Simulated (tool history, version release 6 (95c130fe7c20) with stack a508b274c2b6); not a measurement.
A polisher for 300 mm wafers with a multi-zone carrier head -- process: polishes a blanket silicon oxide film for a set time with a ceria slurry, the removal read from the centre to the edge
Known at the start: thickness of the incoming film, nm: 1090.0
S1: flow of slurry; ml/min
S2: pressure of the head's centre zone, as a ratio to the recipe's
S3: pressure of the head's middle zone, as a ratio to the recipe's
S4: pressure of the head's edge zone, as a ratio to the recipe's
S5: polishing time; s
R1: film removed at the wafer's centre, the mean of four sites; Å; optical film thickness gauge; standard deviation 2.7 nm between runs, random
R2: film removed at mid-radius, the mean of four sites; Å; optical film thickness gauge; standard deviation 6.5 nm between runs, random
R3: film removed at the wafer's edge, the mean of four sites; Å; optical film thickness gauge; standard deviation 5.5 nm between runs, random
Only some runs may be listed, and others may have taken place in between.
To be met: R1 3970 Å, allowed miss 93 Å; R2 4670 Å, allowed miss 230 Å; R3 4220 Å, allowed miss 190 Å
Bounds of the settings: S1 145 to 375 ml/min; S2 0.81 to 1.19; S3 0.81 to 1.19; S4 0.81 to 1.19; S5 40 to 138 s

run,hour,S1,S2,S3,S4,S5,R1,R2,R3
1,0,240,1,1,1,88,3492.3,3460.7,3405.8
2,7.6,240,1,1,1,76,3002,3034.2,2964.5
3,8.5,240,1,1,1,58,2326.5,2250.2,2218.5
4,17,240,1,1.08,1,58,2313.9,2399,2279.5
5,17.7,195,1,1.08,1,58,2250.7,2398.7,2217.2
6,25.2,155,1,1.08,1,58,2131.1,2275.5,2182.3
7,32.1,170,1,1.1,1.02,65,2424.7,2624,2453.8
8,33.1,180,1,1.11,1.04,71,2644.4,2954.3,2745
9,37.7,195,1.01,1.12,1.06,74,2838.9,3131.7,2883.8
10,42.8,200,1.01,1.13,1.08,78,3047.4,3341.1,3104.7
11,51.8,210,1,1.14,1.09,81,3132.1,3568.2,3302.6
12,54.3,225,1,1.15,1.1,83,3287.8,3713.9,3348.7
13,58,225,1,1.15,1.11,85,3346.3,3747.7,3441.3
14,62.2,220,1,1.16,1.12,88,3459.9,3936,3500.4
15,68.1,220,0.99,1.16,1.13,90,3521.4,3982.9,3635.4
16,72.8,225,0.98,1.17,1.14,92,3606.6,4154.2,3732.7

Exercise: of the 5 proposed moves below, exactly one satisfies all targets within the stated allowed misses. Which move is it?
A,77.5,300,0.96,1.17,1.13,79,?,?,?
B,77.5,175,1.05,1.02,1.12,100,?,?,?
C,77.5,265,1.01,1.08,1.12,102,?,?,?
D,77.5,170,1,1.19,1.18,106,?,?,?
E,77.5,155,0.93,0.88,1.19,114,?,?,?

move,R1,R2,R3
A,3066.5,3671.6,3286.4
B,3905.8,3838.1,3927.7
C,4102.9,4368.3,4190.6
D,3922.2,4611.6,4220.2
E,3831.3,3782.8,4510.9
A: the biggest miss grows against the last run
B: the worst result of the last run now meets its target, but another is out of spec
C: moves the result that the last run missed by most past its target, out the other side
D: every result within its allowed miss
E: neither nearer nor further off than the last run
The move that meets every target is D.

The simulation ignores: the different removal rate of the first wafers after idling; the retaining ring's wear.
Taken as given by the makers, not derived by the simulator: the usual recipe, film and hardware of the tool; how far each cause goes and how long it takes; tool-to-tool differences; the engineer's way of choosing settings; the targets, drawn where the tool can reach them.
